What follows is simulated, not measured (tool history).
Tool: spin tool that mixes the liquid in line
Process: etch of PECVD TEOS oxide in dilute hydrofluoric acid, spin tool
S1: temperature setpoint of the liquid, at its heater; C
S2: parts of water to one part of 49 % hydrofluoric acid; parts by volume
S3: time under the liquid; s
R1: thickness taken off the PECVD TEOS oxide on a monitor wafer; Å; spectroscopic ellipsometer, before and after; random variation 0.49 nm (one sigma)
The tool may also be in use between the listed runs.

{"run": 1, "hour": 0.0, "S1": 20, "S2": 105, "S3": 135, "R1": 185.78}
{"run": 2, "hour": 4.3, "S1": 20, "S2": 105, "S3": 140, "R1": 191.13}
{"run": 3, "hour": 10.9, "S1": 20, "S2": 105, "S3": 140, "R1": 186.66}
{"run": 4, "hour": 13.5, "S1": 21.5, "S2": 105, "S3": 140, "R1": 201.8}
{"run": 5, "hour": 15.6, "S1": 23, "S2": 85, "S3": 140, "R1": 272.83}
{"run": 6, "hour": 23.5, "S1": 24.5, "S2": 85, "S3": 140, "R1": 289.81}
{"run": 7, "hour": 25.7, "S1": 28, "S2": 45, "S3": 140, "R1": 657.12}
{"run": 8, "hour": 33.9, "S1": 24, "S2": 45, "S3": 140, "R1": 572.46}
{"hour": 41.3, "done": "thermometer replaced"}
{"run": 9, "hour": 41.3, "S1": 23, "S2": 45, "S3": 140, "R1": 582.54}

Forecast run 10:
{"run": 10, "hour": 48.1, "S1": 22, "S2": 45, "S3": 140, "R1": "?"}

Run 10 gave R1 574.61 Å.

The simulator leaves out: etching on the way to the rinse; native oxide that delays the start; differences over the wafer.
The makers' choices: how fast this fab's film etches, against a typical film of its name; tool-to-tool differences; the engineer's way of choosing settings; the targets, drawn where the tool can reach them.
